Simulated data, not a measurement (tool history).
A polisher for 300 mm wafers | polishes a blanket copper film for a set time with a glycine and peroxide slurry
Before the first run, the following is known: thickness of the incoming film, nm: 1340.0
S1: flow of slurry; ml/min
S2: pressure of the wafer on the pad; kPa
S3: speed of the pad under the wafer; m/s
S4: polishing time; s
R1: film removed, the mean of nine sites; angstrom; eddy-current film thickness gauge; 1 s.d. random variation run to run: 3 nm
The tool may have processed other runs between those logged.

Run 1, hour 0.0: S1 210 ml/min, S2 15.9 kPa, S3 0.94 m/s, S4 46 s. Result: R1 1789.5 angstrom.
Run 2, hour 4.4: S1 210 ml/min, S2 13.1 kPa, S3 0.94 m/s, S4 46 s. Result: R1 1553.4 angstrom.
Run 3, hour 13.1: S1 210 ml/min, S2 13.8 kPa, S3 0.94 m/s, S4 46 s. Result: R1 1601.8 angstrom.
Run 4, hour 18.3: S1 210 ml/min, S2 13.8 kPa, S3 0.72 m/s, S4 46 s. Result: R1 1324.2 angstrom.
Run 5, hour 20.4: S1 210 ml/min, S2 14.5 kPa, S3 0.72 m/s, S4 46 s. Result: R1 1381.6 angstrom.
Run 6, hour 24.3: S1 210 ml/min, S2 14.5 kPa, S3 0.72 m/s, S4 48 s. Result: R1 1441.6 angstrom.
Run 7, hour 27.9: S1 210 ml/min, S2 15.2 kPa, S3 0.72 m/s, S4 48 s. Result: R1 1460.4 angstrom.
Run 8, hour 34.7: S1 210 ml/min, S2 15.2 kPa, S3 0.72 m/s, S4 48 s. Result: R1 1501.3 angstrom.
Run 9, hour 37.6: S1 210 ml/min, S2 15.9 kPa, S3 0.72 m/s, S4 48 s. Result: R1 1478.3 angstrom.

Predict the results of run 10:
Run 10, hour 41.6: S1 210 ml/min, S2 16.5 kPa, S3 0.74 m/s, S4 48 s. Result: R1 ?.

Run 10 produced R1 1618.4 angstrom.
